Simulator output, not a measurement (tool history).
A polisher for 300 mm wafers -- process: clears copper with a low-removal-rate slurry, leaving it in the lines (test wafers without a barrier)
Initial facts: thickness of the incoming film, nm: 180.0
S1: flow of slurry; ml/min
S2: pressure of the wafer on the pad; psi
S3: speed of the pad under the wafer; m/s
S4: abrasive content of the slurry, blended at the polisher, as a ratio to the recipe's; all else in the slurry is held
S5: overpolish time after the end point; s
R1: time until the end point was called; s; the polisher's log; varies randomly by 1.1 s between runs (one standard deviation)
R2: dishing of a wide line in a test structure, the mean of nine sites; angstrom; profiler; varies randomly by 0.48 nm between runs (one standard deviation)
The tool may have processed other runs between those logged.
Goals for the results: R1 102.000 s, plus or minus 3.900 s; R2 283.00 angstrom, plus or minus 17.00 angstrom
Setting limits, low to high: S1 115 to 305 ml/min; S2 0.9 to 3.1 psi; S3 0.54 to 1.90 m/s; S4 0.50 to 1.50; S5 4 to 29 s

run	day	S1	S2	S3	S4	S5	R1	R2
1	0.000	195	2.0	1.22	1.00	15	70.561	239.91
2	0.062	195	1.9	1.22	1.00	16	73.763	240.27
3	0.125	220	1.9	1.22	1.00	16	72.696	245.24
4	0.279	220	1.9	1.22	1.00	19	71.864	284.96
5	0.500	215	1.8	1.22	1.00	20	76.425	286.57
6	0.567	215	1.8	1.22	1.00	15	75.985	225.73
# day 0.933: head pressure recalibrated
7	0.933	210	1.7	1.22	1.00	16	86.570	216.51
8	0.983	205	1.7	1.22	1.00	17	84.511	217.37
9	1.179	200	1.7	1.22	1.00	18	86.477	233.72
10	1.467	190	1.7	1.22	1.00	19	85.595	248.75
11	1.742	185	1.7	1.22	1.00	20	86.921	251.03
12	2.088	185	1.7	1.22	1.00	20	87.746	248.14
13	2.212	180	1.7	1.22	1.00	21	87.741	259.10
14	2.446	175	1.7	1.22	1.00	22	87.168	265.76
15	2.554	170	1.7	1.22	1.00	23	87.696	272.18

Pick the move, out of 4, that brings all results within their allowed miss; only one does.
A	2.662	145	1.3	1.36	0.95	27	?	?
B	2.662	130	2.0	1.26	1.15	19	?	?
C	2.662	175	1.8	1.30	1.10	19	?	?
D	2.662	200	1.8	1.36	0.95	17	?	?

move	R1	R2
A	100.140	281.60
B	76.537	271.52
C	76.776	269.54
D	74.323	254.26
A: all results land within tolerance of their targets
B: lands further from the targets than the last run did
C: lands further from the targets than the last run did
D: lands further from the targets than the last run did
A meets every target.
